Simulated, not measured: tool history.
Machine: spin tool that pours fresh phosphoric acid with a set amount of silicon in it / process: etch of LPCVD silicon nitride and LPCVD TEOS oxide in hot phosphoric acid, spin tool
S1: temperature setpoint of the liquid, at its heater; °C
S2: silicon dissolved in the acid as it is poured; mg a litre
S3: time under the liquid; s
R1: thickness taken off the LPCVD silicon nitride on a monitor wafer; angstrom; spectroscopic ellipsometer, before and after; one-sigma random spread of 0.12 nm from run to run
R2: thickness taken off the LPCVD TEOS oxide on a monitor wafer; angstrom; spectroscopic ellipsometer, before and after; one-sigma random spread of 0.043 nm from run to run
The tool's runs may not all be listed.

{"run": 1, "hour": 0.0, "S1": 159.0, "S2": 18.0, "S3": 180, "R1": 134.37, "R2": 2.3473}
{"run": 2, "hour": 3.1, "S1": 159.5, "S2": 18.5, "S3": 185, "R1": 140.0, "R2": 2.8885}
{"run": 3, "hour": 5.0, "S1": 159.5, "S2": 18.5, "S3": 145, "R1": 109.77, "R2": 1.8569}
{"run": 4, "hour": 8.6, "S1": 158.5, "S2": 18.5, "S3": 145, "R1": 106.26, "R2": 1.5546}
{"run": 5, "hour": 13.1, "S1": 159.0, "S2": 20.5, "S3": 155, "R1": 114.76, "R2": 1.9773}
{"run": 6, "hour": 19.2, "S1": 159.0, "S2": 20.5, "S3": 90, "R1": 67.277, "R2": 1.2294}
{"run": 7, "hour": 24.0, "S1": 159.0, "S2": 20.5, "S3": 90, "R1": 67.467, "R2": 1.2748}
{"run": 8, "hour": 27.6, "S1": 159.0, "S2": 19.5, "S3": 105, "R1": 78.333, "R2": 1.5714}
{"run": 9, "hour": 31.8, "S1": 159.0, "S2": 18.5, "S3": 120, "R1": 90.008, "R2": 1.619}
{"run": 10, "hour": 39.9, "S1": 159.0, "S2": 16.5, "S3": 130, "R1": 97.002, "R2": 1.7556}
{"run": 11, "hour": 41.2, "S1": 159.0, "S2": 15.0, "S3": 140, "R1": 104.57, "R2": 2.3631}
{"run": 12, "hour": 47.3, "S1": 159.0, "S2": 15.0, "S3": 150, "R1": 112.13, "R2": 1.8519}
{"run": 13, "hour": 54.6, "S1": 159.0, "S2": 13.5, "S3": 155, "R1": 115.58, "R2": 2.0808}
{"run": 14, "hour": 56.3, "S1": 159.0, "S2": 13.0, "S3": 165, "R1": 121.95, "R2": 2.8082}
{"run": 15, "hour": 59.5, "S1": 159.0, "S2": 14.0, "S3": 170, "R1": 127.99, "R2": 2.2165}
{"run": 16, "hour": 60.8, "S1": 159.0, "S2": 13.5, "S3": 175, "R1": 131.96, "R2": 2.2199}

Estimate the outcome of run 17 from the log above:
{"run": 17, "hour": 66.9, "S1": 159.0, "S2": 13.5, "S3": 175, "R1": "?", "R2": "?"}

R1: 130.160 angstrom
R2: 3.7533 angstrom
